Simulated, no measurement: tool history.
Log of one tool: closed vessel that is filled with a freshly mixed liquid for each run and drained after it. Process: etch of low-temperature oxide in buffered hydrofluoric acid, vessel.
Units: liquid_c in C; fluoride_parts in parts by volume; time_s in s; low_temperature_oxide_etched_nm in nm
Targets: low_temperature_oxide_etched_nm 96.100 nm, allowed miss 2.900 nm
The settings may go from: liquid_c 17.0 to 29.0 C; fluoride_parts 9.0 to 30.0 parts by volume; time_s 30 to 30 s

run  hour  liquid_c  fluoride_parts  time_s  low_temperature_oxide_etched_nm
  1   0.0      21.0            24.0      30                           49.401
  2   6.3      22.5            22.5      30                           56.436
  3  13.1      22.5            28.0      30                           48.130
  4  18.8      24.0            25.5      30                           55.429
  5  25.0      25.0            23.5      30                           62.805
  6  33.4      23.5            23.5      30                           57.549
  7  35.5      24.5            22.0      30                           63.844
  8  36.4      25.5            21.0      30                           69.510
  9  45.0      26.0            20.0      30                           74.337
 10  53.4      26.5            19.5      30                           77.948
 11  57.0      27.0            19.0      30                           81.470
 12  65.8      27.5            18.5      30                           84.993
 13  71.3      28.0            18.0      30                           89.772
 14  76.5      28.0            18.0      30                           88.402

4 next moves are on the table. One of them brings every result within its allowed miss. Which?
  A  81.7      24.5            13.5      30                                ?
  B  81.7      28.5            18.0      30                                ?
  C  81.7      25.0            16.5      30                                ?
  D  81.7      29.0            18.5      30                                ?

move  low_temperature_oxide_etched_nm
   A                           97.495
   B                           91.153
   C                           82.235
   D                           91.868
A: meets every target
B: nearer than the last run, and not there yet
C: further off than the last run
D: nearer than the last run, and not there yet
Move A is the one to make.

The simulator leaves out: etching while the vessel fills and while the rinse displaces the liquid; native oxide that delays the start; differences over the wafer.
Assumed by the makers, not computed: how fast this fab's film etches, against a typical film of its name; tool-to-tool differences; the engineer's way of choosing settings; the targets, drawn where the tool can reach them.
